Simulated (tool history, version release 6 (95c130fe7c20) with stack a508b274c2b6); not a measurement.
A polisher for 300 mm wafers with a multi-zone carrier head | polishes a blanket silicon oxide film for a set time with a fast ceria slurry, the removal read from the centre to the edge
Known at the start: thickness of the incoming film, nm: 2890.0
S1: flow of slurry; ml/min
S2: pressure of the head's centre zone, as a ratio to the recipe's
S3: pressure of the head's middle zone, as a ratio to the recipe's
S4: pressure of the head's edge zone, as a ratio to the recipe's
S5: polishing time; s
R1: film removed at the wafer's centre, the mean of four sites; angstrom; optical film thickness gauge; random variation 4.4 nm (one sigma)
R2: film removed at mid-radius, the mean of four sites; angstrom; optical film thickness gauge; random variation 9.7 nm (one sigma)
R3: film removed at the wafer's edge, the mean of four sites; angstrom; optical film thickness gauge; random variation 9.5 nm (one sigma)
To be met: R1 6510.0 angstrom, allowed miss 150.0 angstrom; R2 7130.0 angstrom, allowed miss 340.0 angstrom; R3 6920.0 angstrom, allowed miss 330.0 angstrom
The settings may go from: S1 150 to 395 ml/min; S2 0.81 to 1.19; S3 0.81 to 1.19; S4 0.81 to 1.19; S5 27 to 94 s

Run 1, hour 0.0: S1 250 ml/min, S2 1.00, S3 1.00, S4 1.00, S5 60 s. Result: R1 5236.4 angstrom, R2 5017.3 angstrom, R3 5280.7 angstrom.
Run 2, hour 7.8: S1 255 ml/min, S2 1.00, S3 1.04, S4 1.03, S5 62 s. Result: R1 5379.5 angstrom, R2 5307.0 angstrom, R3 5461.3 angstrom.
Run 3, hour 11.2: S1 255 ml/min, S2 1.00, S3 1.04, S4 1.03, S5 73 s. Result: R1 6371.1 angstrom, R2 6285.9 angstrom, R3 6430.8 angstrom.
Run 4, hour 18.7: S1 200 ml/min, S2 1.00, S3 1.04, S4 1.03, S5 73 s. Result: R1 6131.9 angstrom, R2 6084.4 angstrom, R3 6383.6 angstrom.
Run 5, hour 24.2: S1 200 ml/min, S2 1.00, S3 1.04, S4 1.03, S5 81 s. Result: R1 6809.5 angstrom, R2 7042.2 angstrom, R3 7172.5 angstrom.
Run 6, hour 31.2: S1 225 ml/min, S2 1.00, S3 1.04, S4 1.03, S5 81 s. Result: R1 7045.0 angstrom, R2 6957.8 angstrom, R3 6997.8 angstrom.
Run 7, hour 40.0: S1 215 ml/min, S2 0.99, S3 1.05, S4 1.02, S5 81 s. Result: R1 6838.2 angstrom, R2 6883.6 angstrom, R3 7112.9 angstrom.
Run 8, hour 43.6: S1 215 ml/min, S2 0.99, S3 1.08, S4 1.01, S5 81 s. Result: R1 6803.6 angstrom, R2 6932.3 angstrom, R3 6976.1 angstrom.

4 next moves are on the table. One of them brings every result within its allowed miss. Which?
Run A, hour 47.2: S1 200 ml/min, S2 1.03, S3 1.02, S4 1.11, S5 82 s. Result: R1 ?, R2 ?, R3 ?.
Run B, hour 47.2: S1 225 ml/min, S2 0.98, S3 1.14, S4 1.08, S5 77 s. Result: R1 ?, R2 ?, R3 ?.
Run C, hour 47.2: S1 230 ml/min, S2 1.04, S3 1.13, S4 0.99, S5 81 s. Result: R1 ?, R2 ?, R3 ?.
Run D, hour 47.2: S1 150 ml/min, S2 1.01, S3 1.09, S4 1.03, S5 86 s. Result: R1 ?, R2 ?, R3 ?.

move      R1      R2      R3
   A  7047.0  6769.1  7447.9
   B  6428.4  7107.9  6980.9
   C  7204.2  7443.6  7053.9
   D  6795.1  7084.7  7210.5
A: further off than the last run
B: meets every target
C: further off than the last run
D: as far off as the last run
Move B is the one to make.

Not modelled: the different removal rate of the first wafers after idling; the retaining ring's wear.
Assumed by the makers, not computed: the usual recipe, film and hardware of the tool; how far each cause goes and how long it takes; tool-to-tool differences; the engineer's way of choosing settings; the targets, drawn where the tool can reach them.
